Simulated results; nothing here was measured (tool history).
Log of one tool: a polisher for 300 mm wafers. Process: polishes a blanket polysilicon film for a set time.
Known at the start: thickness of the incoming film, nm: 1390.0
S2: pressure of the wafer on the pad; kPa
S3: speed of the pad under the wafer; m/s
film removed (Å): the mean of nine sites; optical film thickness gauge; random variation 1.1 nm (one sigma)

run 1 hour=0 | flow_of_slurry_(ml/min)=230 S2=17.2 S3=0.9 polishing_time_(s)=34 | film_removed_(Å)=1965
run 2 hour=6.6 | flow_of_slurry_(ml/min)=230 S2=17.2 S3=1.12 polishing_time_(s)=34 | film_removed_(Å)=2473
run 3 hour=15.5 | flow_of_slurry_(ml/min)=230 S2=21.4 S3=1.12 polishing_time_(s)=34 | film_removed_(Å)=3037
run 4 hour=21.3 | flow_of_slurry_(ml/min)=230 S2=19.3 S3=1.04 polishing_time_(s)=34 | film_removed_(Å)=2562.1
run 5 hour=22 | flow_of_slurry_(ml/min)=230 S2=19.3 S3=0.96 polishing_time_(s)=34 | film_removed_(Å)=2353.2
run 6 hour=30.3 | flow_of_slurry_(ml/min)=230 S2=19.3 S3=0.84 polishing_time_(s)=34 | film_removed_(Å)=2091.4
run 7 hour=31.6 | flow_of_slurry_(ml/min)=230 S2=17.2 S3=0.8 polishing_time_(s)=34 | film_removed_(Å)=1779.7
run 8 hour=33 | flow_of_slurry_(ml/min)=230 S2=15.9 S3=0.78 polishing_time_(s)=34 | film_removed_(Å)=1584
run 9 hour=37.7 | flow_of_slurry_(ml/min)=230 S2=14.5 S3=0.76 polishing_time_(s)=34 | film_removed_(Å)=1449.3
run 10 hour=45.4 | flow_of_slurry_(ml/min)=230 S2=13.1 S3=0.74 polishing_time_(s)=34 | film_removed_(Å)=1258.9
run 11 hour=49.8 | flow_of_slurry_(ml/min)=230 S2=12.4 S3=0.74 polishing_time_(s)=34 | film_removed_(Å)=1204.6
run 12 hour=51.8 | flow_of_slurry_(ml/min)=230 S2=12.4 S3=0.74 polishing_time_(s)=34 | film_removed_(Å)=1202.4
run 13 hour=55.9 | flow_of_slurry_(ml/min)=230 S2=11.7 S3=0.74 polishing_time_(s)=34 | film_removed_(Å)=1183.2
run 14 hour=63.8 | flow_of_slurry_(ml/min)=230 S2=11 S3=0.74 polishing_time_(s)=34 | film_removed_(Å)=1110.5

Forecast run 15:
run 15 hour=71.7 | flow_of_slurry_(ml/min)=230 S2=10.3 S3=0.74 polishing_time_(s)=34 | film_removed_(Å)=?

{"run 15": {"film removed (Å)": 1052.4}}

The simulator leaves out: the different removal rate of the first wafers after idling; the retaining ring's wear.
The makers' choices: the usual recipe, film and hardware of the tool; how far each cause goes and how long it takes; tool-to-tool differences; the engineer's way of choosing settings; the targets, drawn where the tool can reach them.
